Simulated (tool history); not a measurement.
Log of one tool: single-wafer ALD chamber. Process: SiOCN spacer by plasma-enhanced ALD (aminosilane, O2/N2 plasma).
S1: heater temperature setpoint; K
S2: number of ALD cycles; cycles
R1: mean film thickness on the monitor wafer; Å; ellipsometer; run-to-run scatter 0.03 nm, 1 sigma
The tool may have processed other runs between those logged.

Run 1, hour 0.0: S1 653.15 K, S2 93 cycles. Result: R1 53.068 Å.
Run 2, hour 4.6: S1 653.15 K, S2 80 cycles. Result: R1 46.014 Å.
Run 3, hour 10.7: S1 653.15 K, S2 85 cycles. Result: R1 48.617 Å.
Run 4, hour 15.4: S1 653.15 K, S2 89 cycles. Result: R1 50.972 Å.
Run 5, hour 21.5: S1 642.15 K, S2 89 cycles. Result: R1 50.691 Å.
Run 6, hour 30.6: S1 647.15 K, S2 89 cycles. Result: R1 50.763 Å.

Forecast run 7:
Run 7, hour 36.1: S1 647.15 K, S2 92 cycles. Result: R1 ?.

{"run 7": {"R1": 52.481}}
